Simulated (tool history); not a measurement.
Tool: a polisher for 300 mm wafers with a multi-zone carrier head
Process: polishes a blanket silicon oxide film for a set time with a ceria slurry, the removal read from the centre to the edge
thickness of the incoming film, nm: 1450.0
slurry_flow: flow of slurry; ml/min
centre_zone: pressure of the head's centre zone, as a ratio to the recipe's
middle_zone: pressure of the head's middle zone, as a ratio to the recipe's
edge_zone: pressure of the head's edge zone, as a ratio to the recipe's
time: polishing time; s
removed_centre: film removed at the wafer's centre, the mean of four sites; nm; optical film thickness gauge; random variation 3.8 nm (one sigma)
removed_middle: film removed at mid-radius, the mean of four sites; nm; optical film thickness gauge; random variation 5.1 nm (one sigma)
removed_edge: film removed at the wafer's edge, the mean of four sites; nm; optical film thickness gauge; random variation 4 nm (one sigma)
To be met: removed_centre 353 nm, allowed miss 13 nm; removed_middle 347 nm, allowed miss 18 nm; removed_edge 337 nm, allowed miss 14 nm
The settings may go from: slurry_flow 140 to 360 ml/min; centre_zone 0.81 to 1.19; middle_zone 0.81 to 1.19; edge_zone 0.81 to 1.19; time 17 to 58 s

{"run": 1, "hour": 0.0, "slurry_flow": 230, "centre_zone": 1, "middle_zone": 1, "edge_zone": 1, "time": 37, "removed_centre": 234.82, "removed_middle": 239.41, "removed_edge": 229.39}
{"run": 2, "hour": 5.7, "slurry_flow": 230, "centre_zone": 1, "middle_zone": 1, "edge_zone": 1.08, "time": 37, "removed_centre": 236.31, "removed_middle": 239.9, "removed_edge": 239.04}
{"run": 3, "hour": 10.7, "slurry_flow": 230, "centre_zone": 1, "middle_zone": 1, "edge_zone": 1.14, "time": 37, "removed_centre": 234.19, "removed_middle": 235.14, "removed_edge": 245.79}
{"run": 4, "hour": 17.9, "slurry_flow": 235, "centre_zone": 1.01, "middle_zone": 1.01, "edge_zone": 1.14, "time": 39, "removed_centre": 255.33, "removed_middle": 248.76, "removed_edge": 261.62}
{"run": 5, "hour": 24.0, "slurry_flow": 235, "centre_zone": 1.01, "middle_zone": 1.05, "edge_zone": 1.14, "time": 39, "removed_centre": 245.16, "removed_middle": 266.34, "removed_edge": 258.38}
{"run": 6, "hour": 32.7, "slurry_flow": 235, "centre_zone": 1.01, "middle_zone": 1.05, "edge_zone": 1.1, "time": 39, "removed_centre": 249.49, "removed_middle": 267.53, "removed_edge": 256.32}
{"run": 7, "hour": 41.5, "slurry_flow": 240, "centre_zone": 1.03, "middle_zone": 1.06, "edge_zone": 1.11, "time": 40, "removed_centre": 257.84, "removed_middle": 268, "removed_edge": 264.74}
{"run": 8, "hour": 50.1, "slurry_flow": 255, "centre_zone": 1.11, "middle_zone": 1.12, "edge_zone": 1.06, "time": 50, "removed_centre": 348.05, "removed_middle": 357.18, "removed_edge": 322.47}

Which of these 4 next moves meets every target?
{"run": "A", "hour": 58.7, "slurry_flow": 310, "centre_zone": 1.13, "middle_zone": 1.13, "edge_zone": 1.03, "time": 48, "removed_centre": "?", "removed_middle": "?", "removed_edge": "?"}
{"run": "B", "hour": 58.7, "slurry_flow": 275, "centre_zone": 1.16, "middle_zone": 1.19, "edge_zone": 0.92, "time": 46, "removed_centre": "?", "removed_middle": "?", "removed_edge": "?"}
{"run": "C", "hour": 58.7, "slurry_flow": 255, "centre_zone": 1.1, "middle_zone": 1.05, "edge_zone": 1.07, "time": 51, "removed_centre": "?", "removed_middle": "?", "removed_edge": "?"}
{"run": "D", "hour": 58.7, "slurry_flow": 240, "centre_zone": 1.14, "middle_zone": 1.1, "edge_zone": 1.1, "time": 48, "removed_centre": "?", "removed_middle": "?", "removed_edge": "?"}

move=A removed_centre=340.08 removed_middle=355.06 removed_edge=309.1
move=B removed_centre=328.87 removed_middle=352.7 removed_edge=278.6
move=C removed_centre=348.74 removed_middle=349.2 removed_edge=331.36
move=D removed_centre=334.88 removed_middle=340.31 removed_edge=314.9
A: further off than the last run
B: further off than the last run
C: meets every target
D: further off than the last run
Answer: C

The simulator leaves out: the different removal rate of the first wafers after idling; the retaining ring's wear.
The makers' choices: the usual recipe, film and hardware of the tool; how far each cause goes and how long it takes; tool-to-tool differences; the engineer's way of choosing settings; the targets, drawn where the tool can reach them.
